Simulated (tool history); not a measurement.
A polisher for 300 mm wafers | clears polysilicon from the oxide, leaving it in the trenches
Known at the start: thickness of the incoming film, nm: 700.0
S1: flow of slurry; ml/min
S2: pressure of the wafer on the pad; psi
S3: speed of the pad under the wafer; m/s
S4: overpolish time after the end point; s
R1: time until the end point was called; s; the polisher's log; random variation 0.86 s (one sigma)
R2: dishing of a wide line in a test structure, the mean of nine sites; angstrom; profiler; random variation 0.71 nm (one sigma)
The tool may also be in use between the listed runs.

run	hour	S1	S2	S3	S4	R1	R2
1	0	150	3.4	0.84	27	39.704	499.25
2	3.1	150	2.7	0.84	27	47.082	508.6
3	5.9	150	2.2	0.84	27	54.685	515.73
4	12.1	150	2.2	0.84	18	53.284	501.04
5	20	150	3	0.84	18	43.493	505.04
6	22.3	150	2.7	0.84	17	47.79	508.7
7	23.2	150	2.4	0.84	18	51.064	510.71
8	28.1	150	2.2	0.82	17	54.491	493.01
9	34.8	145	2	0.82	20	58.846	503
10	36.1	140	1.9	0.82	21	60.147	501.13
11	39.6	140	1.8	0.82	22	63.064	494.05

The next listed run, before its measurement:
12	43.1	135	1.6	0.8	9	?	?

Run 12 gave R1 69.729 s, R2 417.16 angstrom.
